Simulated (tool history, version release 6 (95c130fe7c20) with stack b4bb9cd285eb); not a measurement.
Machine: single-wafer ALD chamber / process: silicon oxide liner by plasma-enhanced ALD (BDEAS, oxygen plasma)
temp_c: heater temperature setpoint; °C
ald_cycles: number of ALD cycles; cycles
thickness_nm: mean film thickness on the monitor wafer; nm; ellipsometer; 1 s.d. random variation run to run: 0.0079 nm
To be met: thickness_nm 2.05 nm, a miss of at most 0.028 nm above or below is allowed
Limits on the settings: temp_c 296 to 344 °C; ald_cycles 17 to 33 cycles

run  hour  temp_c  ald_cycles  thickness_nm
  1     0     320          25        2.2542
  2   1.6     311          25        2.2906
  3   3.8     313          25        2.2866
  4  10.9     313          26        2.3648
  5  17.7     314          25        2.2848
  6  24.5     321          25        2.2544
  7    31     321          25        2.2437
  8  38.4     326          22         1.972
  9  42.7     325          22        1.9758
 10  44.3     324          22        1.9586
 11  46.2     323          22        1.9737
 12  47.8     322          22        1.9874
 13  52.2     321          22        1.9842
 14  53.4     320          22        2.0007
 15  56.4     319          22        1.9869
 16  65.1     318          22        1.9993
 17  71.3     317          22        1.9865
 18  73.6     316          23        2.0939
 19  76.7     317          23        2.0913
 20  79.1     318          23        2.0828

Exercise: of the 5 proposed moves below, exactly one satisfies all targets within the stated allowed misses. Which move is it?
  A  81.5     313          23             ?
  B  81.5     334          24             ?
  C  81.5     324          23             ?
  D  81.5     311          23             ?
  E  81.5     326          24             ?

move  thickness_nm
   A        2.1051
   B        2.1219
   C        2.0676
   D         2.112
   E        2.1504
A: its largest miss is bigger than the last run's
B: its largest miss is bigger than the last run's
C: all results in spec
D: its largest miss is bigger than the last run's
E: its largest miss is bigger than the last run's
Correct choice: C, which meets every target

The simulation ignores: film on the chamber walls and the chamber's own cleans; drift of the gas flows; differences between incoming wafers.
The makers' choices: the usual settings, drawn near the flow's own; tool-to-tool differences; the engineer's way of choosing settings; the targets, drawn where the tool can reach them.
